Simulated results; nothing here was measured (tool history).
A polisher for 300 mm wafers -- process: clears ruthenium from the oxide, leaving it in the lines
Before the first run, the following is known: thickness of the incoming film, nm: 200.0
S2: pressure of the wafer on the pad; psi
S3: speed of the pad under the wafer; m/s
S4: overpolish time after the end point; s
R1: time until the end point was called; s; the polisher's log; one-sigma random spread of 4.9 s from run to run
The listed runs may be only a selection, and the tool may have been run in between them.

Run 1, day 0: flow of slurry (ml/min) 305, S2 2.5 psi, S3 1.2 m/s, S4 6 s. Result: R1 134.95 s.
Run 2, day 0.208: flow of slurry (ml/min) 305, S2 2.5 psi, S3 1.06 m/s, S4 6 s. Result: R1 150.08 s.
Run 3, day 0.483: flow of slurry (ml/min) 305, S2 2.5 psi, S3 1.24 m/s, S4 6 s. Result: R1 133.53 s.
Run 4, day 0.85: flow of slurry (ml/min) 355, S2 2.5 psi, S3 1.24 m/s, S4 6 s. Result: R1 131.65 s.
Run 5, day 1.212: flow of slurry (ml/min) 415, S2 2.5 psi, S3 1.24 m/s, S4 6 s. Result: R1 128.43 s.
Run 6, day 1.558: flow of slurry (ml/min) 415, S2 2.3 psi, S3 1.2 m/s, S4 6 s. Result: R1 143.94 s.
Run 7, day 1.829: flow of slurry (ml/min) 415, S2 2.1 psi, S3 1.18 m/s, S4 6 s. Result: R1 154.39 s.
Run 8, day 2.146: flow of slurry (ml/min) 415, S2 1.9 psi, S3 1.14 m/s, S4 6 s. Result: R1 168.2 s.
Run 9, day 2.212: flow of slurry (ml/min) 415, S2 1.8 psi, S3 1.1 m/s, S4 6 s. Result: R1 184.13 s.
Run 10, day 2.371: flow of slurry (ml/min) 415, S2 1.7 psi, S3 1.08 m/s, S4 6 s. Result: R1 195.99 s.

What does the tool deliver on the next run?
At day 2.725: slurry nozzle cleaned.
Run 11, day 2.725: flow of slurry (ml/min) 415, S2 1.6 psi, S3 1.08 m/s, S4 6 s. Result: R1 ?.

R1: 206.68 s
